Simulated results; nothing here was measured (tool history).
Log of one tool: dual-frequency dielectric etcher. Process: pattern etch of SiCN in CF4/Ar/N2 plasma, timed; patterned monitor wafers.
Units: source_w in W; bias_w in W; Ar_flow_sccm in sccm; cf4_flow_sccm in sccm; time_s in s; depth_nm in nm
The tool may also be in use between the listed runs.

{"run": 1, "hour": 0.0, "source_w": 420, "bias_w": 60, "Ar_flow_sccm": 94, "cf4_flow_sccm": 60, "time_s": 146, "depth_nm": 100.81}
{"run": 2, "hour": 7.3, "source_w": 420, "bias_w": 60, "Ar_flow_sccm": 94, "cf4_flow_sccm": 60, "time_s": 146, "depth_nm": 100.32}
{"run": 3, "hour": 12.4, "source_w": 420, "bias_w": 60, "Ar_flow_sccm": 85, "cf4_flow_sccm": 60, "time_s": 146, "depth_nm": 101.86}
{"run": 4, "hour": 15.4, "source_w": 420, "bias_w": 51, "Ar_flow_sccm": 85, "cf4_flow_sccm": 60, "time_s": 146, "depth_nm": 96.79}
{"hour": 18.6, "done": "CF4 flow controller replaced"}
{"run": 5, "hour": 18.6, "source_w": 420, "bias_w": 51, "Ar_flow_sccm": 85, "cf4_flow_sccm": 60, "time_s": 146, "depth_nm": 98.176}
{"run": 6, "hour": 22.4, "source_w": 430, "bias_w": 51, "Ar_flow_sccm": 85, "cf4_flow_sccm": 60, "time_s": 146, "depth_nm": 100.63}

The next listed run, before its measurement:
{"run": 7, "hour": 27.9, "source_w": 440, "bias_w": 51, "Ar_flow_sccm": 85, "cf4_flow_sccm": 60, "time_s": 146, "depth_nm": "?"}

depth_nm: 101.420 nm
